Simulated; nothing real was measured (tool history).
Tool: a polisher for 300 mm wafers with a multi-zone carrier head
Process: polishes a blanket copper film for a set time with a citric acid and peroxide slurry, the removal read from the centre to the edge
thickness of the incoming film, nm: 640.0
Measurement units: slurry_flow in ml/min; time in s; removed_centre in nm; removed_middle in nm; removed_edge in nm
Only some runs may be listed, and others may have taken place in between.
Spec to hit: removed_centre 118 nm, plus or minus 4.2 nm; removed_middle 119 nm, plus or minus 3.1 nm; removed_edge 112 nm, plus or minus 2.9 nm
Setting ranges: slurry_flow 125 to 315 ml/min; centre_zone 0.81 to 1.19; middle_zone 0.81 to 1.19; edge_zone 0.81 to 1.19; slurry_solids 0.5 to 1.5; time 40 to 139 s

run	day	slurry_flow	centre_zone	middle_zone	edge_zone	slurry_solids	time	removed_centre	removed_middle	removed_edge
1	0	205	1	1	1	1	89	185.15	197.28	190.05
2	0.117	205	1	1	1.05	1	89	186.05	196.99	194.51
3	0.433	205	1	1	1.05	1.1	89	193.23	198.88	200.1
4	0.692	205	1	1	1.05	1.1	81	177.13	181.85	179.33
5	0.996	205	1.01	0.97	1	0.95	75	159.42	160.35	161.01
6	1.354	205	1.01	0.97	1	1.1	75	164.89	164.87	163.28
7	1.65	205	1.02	0.96	0.96	0.95	70	153.72	147.85	147.87
8	1.833	200	1.01	0.97	0.93	0.85	67	141.26	139.21	137.12
9	1.867	200	1.01	0.97	0.93	0.85	67	141.22	139.89	137.33
10	1.983	195	1.01	0.97	0.9	0.75	65	135.58	132.92	128.65
11	2.079	185	1	0.97	0.88	0.7	65	128.71	129.35	126.33
12	2.171	185	1	0.98	0.86	0.65	64	125.89	128.27	122.47
13	2.204	180	1	0.98	0.85	0.6	63	122.54	124.02	117.71
14	2.338	170	1	0.98	0.84	0.6	63	119.79	122.95	118.36

4 candidate next runs follow, results not yet known. Just one meets every target within its allowed miss. Identify it.
A	2.471	210	1.12	0.92	0.84	0.7	58	?	?	?
B	2.471	155	1.06	0.97	1	0.55	63	?	?	?
C	2.471	190	0.98	1.02	0.81	0.7	59	?	?	?
D	2.471	135	1.05	1.02	0.86	0.5	62	?	?	?

move	removed_centre	removed_middle	removed_edge
A	130.09	112.77	113.4
B	123.68	118.98	121.53
C	114.22	123.7	113.06
D	116.42	118.24	111.29
A: gets the furthest-off result to its target, but another result is out of tolerance
B: moves away from the targets compared with the last run
C: gets the furthest-off result to its target, but another result is out of tolerance
D: hits every target within its allowed miss
D is the move that brings every result within its allowed miss.
